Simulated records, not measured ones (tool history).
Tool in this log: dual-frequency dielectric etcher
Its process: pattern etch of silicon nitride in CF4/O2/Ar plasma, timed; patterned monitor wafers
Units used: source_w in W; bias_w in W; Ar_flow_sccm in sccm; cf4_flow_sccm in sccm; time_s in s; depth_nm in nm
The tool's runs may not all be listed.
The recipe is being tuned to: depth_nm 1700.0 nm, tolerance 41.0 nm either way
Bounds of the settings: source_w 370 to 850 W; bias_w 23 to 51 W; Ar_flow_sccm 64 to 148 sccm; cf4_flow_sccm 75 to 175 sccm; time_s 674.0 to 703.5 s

| run | hour | source_w | bias_w | Ar_flow_sccm | cf4_flow_sccm | time_s | depth_nm |
|---|---|---|---|---|---|---|---|
| 1 | 0.0 | 610 | 37 | 106 | 125 | 674.0 | 1359.0 |
| 2 | 2.8 | 610 | 37 | 124 | 125 | 674.0 | 1353.2 |
| 3 | 7.2 | 660 | 37 | 124 | 125 | 674.0 | 1432.1 |
| 4 | 10.0 | 660 | 39 | 124 | 125 | 674.0 | 1452.7 |
| 5 | 12.9 | 700 | 39 | 124 | 125 | 674.0 | 1553.4 |
| 6 | 15.5 | 720 | 39 | 124 | 125 | 674.0 | 1601.6 |
| 7 | 19.4 | 720 | 39 | 124 | 125 | 674.0 | 1608.8 |
| 8 | 26.1 | 720 | 39 | 124 | 125 | 674.0 | 1583.6 |
| 9 | 33.6 | 740 | 39 | 124 | 125 | 674.0 | 1628.7 |
| 10 | 40.2 | 750 | 39 | 124 | 125 | 674.0 | 1646.7 |

5 next moves are on the table. One of them brings every result within its allowed miss. Which?
| A | 46.8 | 730 | 37 | 109 | 104 | 703.5 | ? |
| B | 46.8 | 730 | 32 | 126 | 167 | 676.0 | ? |
| C | 46.8 | 710 | 37 | 129 | 127 | 683.5 | ? |
| D | 46.8 | 740 | 41 | 126 | 121 | 674.0 | ? |
| E | 46.8 | 760 | 44 | 144 | 133 | 674.0 | ? |

| move | depth_nm |
|---|---|
| A | 1619.0 |
| B | 1628.9 |
| C | 1569.8 |
| D | 1637.1 |
| E | 1712.5 |
A: further off than the last run
B: further off than the last run
C: further off than the last run
D: further off than the last run
E: all results land within tolerance of their targets
The move that meets every target is E.

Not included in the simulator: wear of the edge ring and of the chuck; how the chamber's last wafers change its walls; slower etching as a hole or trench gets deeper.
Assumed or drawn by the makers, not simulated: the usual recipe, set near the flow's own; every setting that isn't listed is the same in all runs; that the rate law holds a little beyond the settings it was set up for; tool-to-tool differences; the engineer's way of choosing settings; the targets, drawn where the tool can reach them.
